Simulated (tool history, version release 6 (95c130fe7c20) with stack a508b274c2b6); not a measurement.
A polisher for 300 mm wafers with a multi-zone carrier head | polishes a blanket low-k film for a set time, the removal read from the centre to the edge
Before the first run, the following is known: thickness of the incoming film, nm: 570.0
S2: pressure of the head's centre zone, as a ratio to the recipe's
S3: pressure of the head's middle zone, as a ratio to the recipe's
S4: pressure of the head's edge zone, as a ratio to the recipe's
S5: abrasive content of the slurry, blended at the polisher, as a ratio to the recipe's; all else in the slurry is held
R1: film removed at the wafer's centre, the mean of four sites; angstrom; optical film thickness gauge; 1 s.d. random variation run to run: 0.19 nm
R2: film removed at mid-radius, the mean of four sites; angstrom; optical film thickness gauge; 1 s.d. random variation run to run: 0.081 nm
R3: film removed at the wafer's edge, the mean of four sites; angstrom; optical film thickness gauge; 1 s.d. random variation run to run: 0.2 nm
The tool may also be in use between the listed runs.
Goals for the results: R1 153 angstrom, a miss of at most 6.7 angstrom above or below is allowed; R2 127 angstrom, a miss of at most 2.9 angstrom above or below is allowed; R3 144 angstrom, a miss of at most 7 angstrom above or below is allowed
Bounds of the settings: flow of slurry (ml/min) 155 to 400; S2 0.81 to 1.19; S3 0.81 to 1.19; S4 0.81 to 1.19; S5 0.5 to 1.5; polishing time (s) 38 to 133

run 1 hour=0 | flow_of_slurry_(ml/min)=255 S2=1 S3=1 S4=1 S5=1 polishing_time_(s)=85 | R1=248.25 R2=247.66 R3=247.17
run 2 hour=0.8 | flow_of_slurry_(ml/min)=255 S2=1 S3=1 S4=1 S5=0.9 polishing_time_(s)=85 | R1=239.96 R2=235.74 R3=234.78
run 3 hour=5.9 | flow_of_slurry_(ml/min)=245 S2=0.99 S3=0.95 S4=0.98 S5=0.8 polishing_time_(s)=79 | R1=202.93 R2=190.55 R3=198.69
run 4 hour=11.3 | flow_of_slurry_(ml/min)=235 S2=0.98 S3=0.91 S4=0.95 S5=0.7 polishing_time_(s)=79 | R1=181.67 R2=170.42 R3=185.96
run 5 hour=20.1 | flow_of_slurry_(ml/min)=235 S2=0.98 S3=0.91 S4=0.95 S5=0.6 polishing_time_(s)=79 | R1=159.95 R2=149.75 R3=160.48
run 6 hour=24.6 | flow_of_slurry_(ml/min)=270 S2=0.98 S3=0.91 S4=0.95 S5=0.6 polishing_time_(s)=79 | R1=165.88 R2=152.86 R3=162.18
run 7 hour=28.1 | flow_of_slurry_(ml/min)=275 S2=0.99 S3=0.89 S4=0.94 S5=0.55 polishing_time_(s)=79 | R1=155.7 R2=139.48 R3=145.81
run 8 hour=29.2 | flow_of_slurry_(ml/min)=275 S2=0.99 S3=0.87 S4=0.95 S5=0.55 polishing_time_(s)=79 | R1=152.32 R2=136.6 R3=148.05

Next run, 4 choices. One meets every target within its allowed miss, the rest don't. Which?
run A hour=30.3 | flow_of_slurry_(ml/min)=240 S2=1.06 S3=0.86 S4=0.98 S5=0.7 polishing_time_(s)=62 | R1=? R2=? R3=?
run B hour=30.3 | flow_of_slurry_(ml/min)=280 S2=0.97 S3=0.89 S4=0.92 S5=0.6 polishing_time_(s)=78 | R1=? R2=? R3=?
run C hour=30.3 | flow_of_slurry_(ml/min)=295 S2=1 S3=0.93 S4=0.93 S5=0.5 polishing_time_(s)=81 | R1=? R2=? R3=?
run D hour=30.3 | flow_of_slurry_(ml/min)=255 S2=0.95 S3=0.88 S4=0.98 S5=0.6 polishing_time_(s)=77 | R1=? R2=? R3=?

move=A R1=153.8 R2=125.84 R3=144.94
move=B R1=159.72 R2=146.61 R3=159.41
move=C R1=145.9 R2=134.66 R3=141.55
move=D R1=153.06 R2=142.23 R3=160.38
A: in spec on every target
B: misses by more than the last run did
C: nearer the targets than the last run, but a result is still out of spec
D: misses by more than the last run did
Move A is the one to make.
